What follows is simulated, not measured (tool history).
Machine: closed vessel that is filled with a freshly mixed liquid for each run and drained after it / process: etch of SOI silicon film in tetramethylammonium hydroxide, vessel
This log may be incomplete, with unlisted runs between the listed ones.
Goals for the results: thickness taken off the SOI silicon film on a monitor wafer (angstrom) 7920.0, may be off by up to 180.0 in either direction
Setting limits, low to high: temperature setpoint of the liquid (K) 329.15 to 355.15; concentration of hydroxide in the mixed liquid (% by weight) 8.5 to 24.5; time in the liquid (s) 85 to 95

run	hour	temperature setpoint of the liquid (K)	concentration of hydroxide in the mixed liquid (% by weight)	time in the liquid (s)	thickness taken off the SOI silicon film on a monitor wafer (angstrom)
1	0.0	342.15	16.5	85	4919.1
2	6.3	337.65	16.5	85	3792.9
3	9.6	340.15	16.5	85	4365.5
4	16.5	342.15	16.5	85	4943.4
5	17.8	339.15	16.5	85	4151.1
6	19.3	344.65	16.5	85	5697.6
7	26.7	345.65	16.5	85	6043.4
8	30.2	346.65	16.5	85	6418.7
9	33.2	347.15	16.5	85	6600.7
10	39.3	347.65	16.5	85	6766.4
11	41.3	348.15	16.5	85	6989.7
12	42.0	348.65	16.5	85	7218.0
13	44.7	349.15	16.5	85	7431.0
14	48.1	349.65	16.5	85	7518.7

Which one of the following 5 next-run settings gets every result inside its allowed miss? There is exactly one.
A	51.5	345.15	9.0	90	?
B	51.5	346.65	14.5	90	?
C	51.5	347.65	17.0	90	?
D	51.5	345.65	15.0	95	?
E	51.5	347.65	15.0	85	?

move	thickness taken off the SOI silicon film on a monitor wafer (angstrom)
A	7960.8
B	7142.3
C	7111.4
D	6985.0
E	7011.7
A: in spec on every target
B: the biggest miss grows against the last run
C: the biggest miss grows against the last run
D: the biggest miss grows against the last run
E: the biggest miss grows against the last run
Correct choice: A, which meets every target
